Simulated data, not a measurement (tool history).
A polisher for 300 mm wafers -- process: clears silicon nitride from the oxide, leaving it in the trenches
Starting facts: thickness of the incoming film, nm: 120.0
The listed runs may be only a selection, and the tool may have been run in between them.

| run | hour | flow of slurry (ml/min) | pressure of the wafer on the pad (kPa) | speed of the pad under the wafer (m/s) | overpolish time after the end point (s) | time until the end point was called (s) |
|---|---|---|---|---|---|---|
| 1 | 0.0 | 230 | 23.4 | 1.20 | 51 | 93.637 |
| 2 | 4.1 | 230 | 20.0 | 1.20 | 51 | 108.690 |
| 3 | 9.2 | 230 | 22.8 | 1.20 | 51 | 96.239 |
| 4 | 11.4 | 230 | 24.8 | 1.20 | 51 | 86.519 |
| 5 | 14.2 | 230 | 26.2 | 1.20 | 51 | 82.797 |
| 6 | 21.6 | 230 | 27.6 | 1.20 | 51 | 79.481 |

The next listed run, before its measurement:
| 7 | 26.3 | 230 | 29.0 | 1.20 | 51 | ? |

{"run 7": {"time until the end point was called (s)": 76.393}}

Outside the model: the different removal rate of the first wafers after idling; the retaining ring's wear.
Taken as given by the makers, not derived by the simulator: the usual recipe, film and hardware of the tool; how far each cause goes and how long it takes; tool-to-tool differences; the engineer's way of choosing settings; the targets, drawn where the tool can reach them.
